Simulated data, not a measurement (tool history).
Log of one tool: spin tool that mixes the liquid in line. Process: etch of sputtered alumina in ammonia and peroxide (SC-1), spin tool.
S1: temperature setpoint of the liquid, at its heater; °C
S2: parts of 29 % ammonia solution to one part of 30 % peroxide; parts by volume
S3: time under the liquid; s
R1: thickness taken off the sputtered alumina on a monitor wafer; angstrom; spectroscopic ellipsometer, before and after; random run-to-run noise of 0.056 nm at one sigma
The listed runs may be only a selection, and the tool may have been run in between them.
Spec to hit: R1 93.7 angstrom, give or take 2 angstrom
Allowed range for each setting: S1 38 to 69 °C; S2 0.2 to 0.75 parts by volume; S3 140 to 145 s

{"run": 1, "day": 0.0, "S1": 53, "S2": 0.45, "S3": 140, "R1": 123.3}
{"run": 2, "day": 0.338, "S1": 51.5, "S2": 0.45, "S3": 140, "R1": 113.87}
{"run": 3, "day": 0.525, "S1": 50.5, "S2": 0.45, "S3": 140, "R1": 109.54}
{"run": 4, "day": 0.9, "S1": 49.5, "S2": 0.45, "S3": 140, "R1": 102.47}
{"run": 5, "day": 1.233, "S1": 49.5, "S2": 0.35, "S3": 140, "R1": 101.46}
{"run": 6, "day": 1.588, "S1": 45.5, "S2": 0.35, "S3": 140, "R1": 80.289}
{"run": 7, "day": 1.704, "S1": 46.5, "S2": 0.35, "S3": 140, "R1": 85.008}
{"run": 8, "day": 2.071, "S1": 47, "S2": 0.35, "S3": 140, "R1": 87.309}
{"run": 9, "day": 2.312, "S1": 47, "S2": 0.35, "S3": 140, "R1": 86.934}

Consider the 4 candidate settings below. Which is the only one whose results all fall within their allowed miss of target?
{"run": "A", "day": 2.554, "S1": 45, "S2": 0.3, "S3": 140, "R1": "?"}
{"run": "B", "day": 2.554, "S1": 47.5, "S2": 0.35, "S3": 145, "R1": "?"}
{"run": "C", "day": 2.554, "S1": 47.5, "S2": 0.35, "S3": 140, "R1": "?"}
{"run": "D", "day": 2.554, "S1": 45, "S2": 0.35, "S3": 140, "R1": "?"}

move=A R1=76.981
move=B R1=93.188
move=C R1=89.974
move=D R1=78.123
A: misses by more than the last run did
B: all results in spec
C: gains on the last run, yet a result remains outside its allowed miss
D: misses by more than the last run did
B meets every target.
